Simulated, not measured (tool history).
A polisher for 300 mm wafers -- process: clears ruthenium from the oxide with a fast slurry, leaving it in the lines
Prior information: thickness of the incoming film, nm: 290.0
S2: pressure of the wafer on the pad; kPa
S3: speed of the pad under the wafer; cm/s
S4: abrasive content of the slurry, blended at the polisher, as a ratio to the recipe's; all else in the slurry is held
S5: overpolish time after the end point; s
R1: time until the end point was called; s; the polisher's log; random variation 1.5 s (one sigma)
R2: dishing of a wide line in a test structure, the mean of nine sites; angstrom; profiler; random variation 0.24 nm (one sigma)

Run 1, hour 0: flow of slurry (ml/min) 275, S2 24.1 kPa, S3 128 cm/s, S4 1, S5 10 s. Result: R1 49.581 s, R2 401.5 angstrom.
Run 2, hour 7.4: flow of slurry (ml/min) 320, S2 24.1 kPa, S3 128 cm/s, S4 1, S5 10 s. Result: R1 50.301 s, R2 408.1 angstrom.
Run 3, hour 10.3: flow of slurry (ml/min) 320, S2 21.4 kPa, S3 114 cm/s, S4 1, S5 9 s. Result: R1 62.709 s, R2 317.64 angstrom.
Run 4, hour 13.1: flow of slurry (ml/min) 320, S2 19.3 kPa, S3 104 cm/s, S4 1, S5 8 s. Result: R1 73.031 s, R2 242.48 angstrom.
Run 5, hour 20: flow of slurry (ml/min) 320, S2 19.3 kPa, S3 104 cm/s, S4 1, S5 11 s. Result: R1 71.577 s, R2 327.47 angstrom.
Run 6, hour 26.4: flow of slurry (ml/min) 320, S2 17.9 kPa, S3 94 cm/s, S4 1, S5 10 s. Result: R1 85.845 s, R2 252.92 angstrom.
Run 7, hour 34.4: flow of slurry (ml/min) 315, S2 15.9 kPa, S3 92 cm/s, S4 1, S5 9 s. Result: R1 96.658 s, R2 208.69 angstrom.
Run 8, hour 41.7: flow of slurry (ml/min) 315, S2 15.9 kPa, S3 92 cm/s, S4 1, S5 9 s. Result: R1 96.994 s, R2 205.22 angstrom.
Run 9, hour 45.4: flow of slurry (ml/min) 300, S2 15.2 kPa, S3 92 cm/s, S4 1, S5 9 s. Result: R1 100.83 s, R2 199 angstrom.
Run 10, hour 51.6: flow of slurry (ml/min) 290, S2 14.5 kPa, S3 92 cm/s, S4 1, S5 9 s. Result: R1 104.65 s, R2 199.68 angstrom.
Run 11, hour 57.6: flow of slurry (ml/min) 295, S2 13.8 kPa, S3 92 cm/s, S4 1, S5 9 s. Result: R1 106.13 s, R2 189.78 angstrom.

Estimate the outcome of run 12 from the log above:
Run 12, hour 62.1: flow of slurry (ml/min) 295, S2 13.1 kPa, S3 92 cm/s, S4 1, S5 9 s. Result: R1 ?, R2 ?.

R1: 111.21 s
R2: 179.24 angstrom
